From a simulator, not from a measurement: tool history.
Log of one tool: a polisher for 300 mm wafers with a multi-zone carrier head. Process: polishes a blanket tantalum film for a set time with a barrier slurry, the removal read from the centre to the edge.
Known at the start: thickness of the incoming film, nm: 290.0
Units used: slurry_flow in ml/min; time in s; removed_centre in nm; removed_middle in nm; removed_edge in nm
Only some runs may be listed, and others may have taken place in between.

run	hour	slurry_flow	centre_zone	middle_zone	edge_zone	slurry_solids	time	removed_centre	removed_middle	removed_edge
1	0.0	220	1.00	1.00	1.00	1.00	37	71.973	69.887	72.861
2	6.4	220	1.00	1.00	1.05	1.00	37	71.091	71.219	73.409
3	12.5	220	0.99	1.03	1.03	0.90	37	68.549	70.802	70.986
4	17.7	220	0.99	1.03	1.03	0.90	44	80.776	84.917	85.059
5	22.4	220	0.98	1.05	1.01	0.80	42	73.686	80.288	78.295
6	28.8	220	0.98	1.05	1.01	0.95	42	78.172	84.058	82.189
7	34.2	220	0.98	1.06	0.99	0.85	41	74.674	80.015	76.426
8	37.2	215	0.96	1.06	0.97	0.75	41	71.875	75.845	74.270

Predict the results of run 9:
9	42.5	215	0.96	1.06	0.97	0.75	41	?	?	?

Run 9 gave removed_centre 71.750 nm, removed_middle 76.874 nm, removed_edge 73.457 nm.

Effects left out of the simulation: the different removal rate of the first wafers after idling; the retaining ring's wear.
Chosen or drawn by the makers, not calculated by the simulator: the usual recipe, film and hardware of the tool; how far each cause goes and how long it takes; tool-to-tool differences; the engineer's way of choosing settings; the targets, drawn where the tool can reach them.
